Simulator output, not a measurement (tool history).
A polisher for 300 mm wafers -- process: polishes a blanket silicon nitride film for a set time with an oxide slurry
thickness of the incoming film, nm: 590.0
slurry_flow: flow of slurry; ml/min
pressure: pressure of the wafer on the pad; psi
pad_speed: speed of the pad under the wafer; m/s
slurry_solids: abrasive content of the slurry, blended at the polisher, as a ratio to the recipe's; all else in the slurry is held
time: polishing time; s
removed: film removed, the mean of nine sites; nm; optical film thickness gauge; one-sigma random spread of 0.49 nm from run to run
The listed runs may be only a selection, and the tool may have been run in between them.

Run 1, hour 0: slurry_flow 190 ml/min, pressure 4.2 psi, pad_speed 0.9 m/s, slurry_solids 1, time 35 s. Result: removed 27.142 nm.
Run 2, hour 0.7: slurry_flow 190 ml/min, pressure 3.6 psi, pad_speed 0.9 m/s, slurry_solids 1, time 35 s. Result: removed 23.246 nm.
Run 3, hour 8.7: slurry_flow 190 ml/min, pressure 3.6 psi, pad_speed 0.9 m/s, slurry_solids 1.1, time 35 s. Result: removed 24.856 nm.
Run 4, hour 14.4: slurry_flow 190 ml/min, pressure 4.1 psi, pad_speed 0.9 m/s, slurry_solids 1.1, time 35 s. Result: removed 28.028 nm.
Run 5, hour 15.8: slurry_flow 190 ml/min, pressure 4.1 psi, pad_speed 0.9 m/s, slurry_solids 1.1, time 32 s. Result: removed 25.57 nm.
Run 6, hour 20.3: slurry_flow 190 ml/min, pressure 4.1 psi, pad_speed 1.08 m/s, slurry_solids 1.1, time 32 s. Result: removed 29.921 nm.
Run 7, hour 20.9: slurry_flow 190 ml/min, pressure 4.3 psi, pad_speed 1.08 m/s, slurry_solids 1.1, time 32 s. Result: removed 30.634 nm.

Run 8 comes next. What will it give?
Run 8, hour 29.8: slurry_flow 190 ml/min, pressure 4.4 psi, pad_speed 1.08 m/s, slurry_solids 1.1, time 32 s. Result: removed ?.

{"run 8": {"removed": 31.77}}
